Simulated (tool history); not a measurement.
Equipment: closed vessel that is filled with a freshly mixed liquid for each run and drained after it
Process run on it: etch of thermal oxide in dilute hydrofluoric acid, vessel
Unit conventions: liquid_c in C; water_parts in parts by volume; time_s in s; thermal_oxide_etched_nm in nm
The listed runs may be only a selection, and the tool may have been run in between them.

| run | hour | liquid_c | water_parts | time_s | thermal_oxide_etched_nm |
|---|---|---|---|---|---|
| 1 | 0 | 25 | 80 | 210 | 11.471 |
| 2 | 3.8 | 24.5 | 80 | 210 | 10.974 |
| 3 | 8.5 | 24.5 | 80 | 210 | 11.258 |
| 4 | 16 | 24.5 | 60 | 210 | 15.154 |
| 5 | 19.4 | 24.5 | 35 | 210 | 27.595 |
| 6 | 25.2 | 24.5 | 35 | 210 | 27.44 |
| 7 | 30.4 | 23.5 | 40 | 210 | 22.804 |

Expected results for the next run?
| 8 | 34.9 | 22.5 | 45 | 210 | ? |

{"run 8": {"thermal_oxide_etched_nm": 19.07}}
